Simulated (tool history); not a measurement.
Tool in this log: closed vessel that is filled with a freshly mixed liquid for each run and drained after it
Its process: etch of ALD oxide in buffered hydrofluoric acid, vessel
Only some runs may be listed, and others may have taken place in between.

| run | hour | temperature setpoint of the liquid (K) | parts of 40 % ammonium fluoride to one part of 49 % hydrofluoric acid (parts by volume) | time in the liquid (s) | thickness taken off the ALD oxide on a monitor wafer (angstrom) |
|---|---|---|---|---|---|
| 1 | 0 | 296.15 | 17.5 | 30 | 270.09 |
| 2 | 1.4 | 297.15 | 17.5 | 30 | 280.62 |
| 3 | 5.4 | 295.65 | 18.5 | 30 | 247.26 |
| 4 | 7 | 295.65 | 18.5 | 30 | 247.66 |
| 5 | 9.2 | 294.15 | 19 | 30 | 222.49 |
| 6 | 11.4 | 293.15 | 19.5 | 30 | 206.98 |
| 7 | 16.7 | 292.65 | 20 | 30 | 192.3 |
| 8 | 21.8 | 292.15 | 20 | 30 | 187.79 |

Predict the results of run 9:
| 9 | 27.9 | 291.65 | 20 | 30 | ? |

{"run 9": {"thickness taken off the ALD oxide on a monitor wafer (angstrom)": 183.74}}

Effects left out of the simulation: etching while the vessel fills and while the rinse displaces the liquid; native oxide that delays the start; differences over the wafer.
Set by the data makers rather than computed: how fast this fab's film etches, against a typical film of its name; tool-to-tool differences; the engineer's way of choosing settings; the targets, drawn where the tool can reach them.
